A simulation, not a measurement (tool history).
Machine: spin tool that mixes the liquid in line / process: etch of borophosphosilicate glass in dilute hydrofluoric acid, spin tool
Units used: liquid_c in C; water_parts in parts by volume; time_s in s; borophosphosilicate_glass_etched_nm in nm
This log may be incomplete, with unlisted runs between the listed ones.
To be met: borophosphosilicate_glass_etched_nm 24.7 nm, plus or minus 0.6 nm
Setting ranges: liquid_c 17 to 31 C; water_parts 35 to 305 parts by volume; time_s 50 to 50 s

run    day  liquid_c  water_parts  time_s  borophosphosilicate_glass_etched_nm
  1      0        23          170      50                               13.921
  2  0.112        24          165      50                               15.044
  3  0.358      24.5          160      50                               16.016
  4  0.525        21          160      50                               13.907
  5  0.558        22          155      50                               15.053
  6   0.75        22          155      50                               15.117
  7  0.962        23          155      50                               15.569
  8  1.004        24          150      50                               16.741
  9  1.262      24.5          150      50                               17.174
 10  1.521      28.5          130      50                               23.639

Next run, 4 choices. One meets every target within its allowed miss, the rest don't. Which?
  A  1.779      29.5          140      50                                    ?
  B  1.779      29.5          135      50                                    ?
  C  1.779      28.5          135      50                                    ?
  D  1.779        26          115      50                                    ?

move  borophosphosilicate_glass_etched_nm
   A                               22.836
   B                               23.839
   C                               22.978
   D                               25.183
A: the biggest miss grows against the last run
B: an improvement on the last run, though not all results are within tolerance
C: the biggest miss grows against the last run
D: in spec on every target
D meets every target.
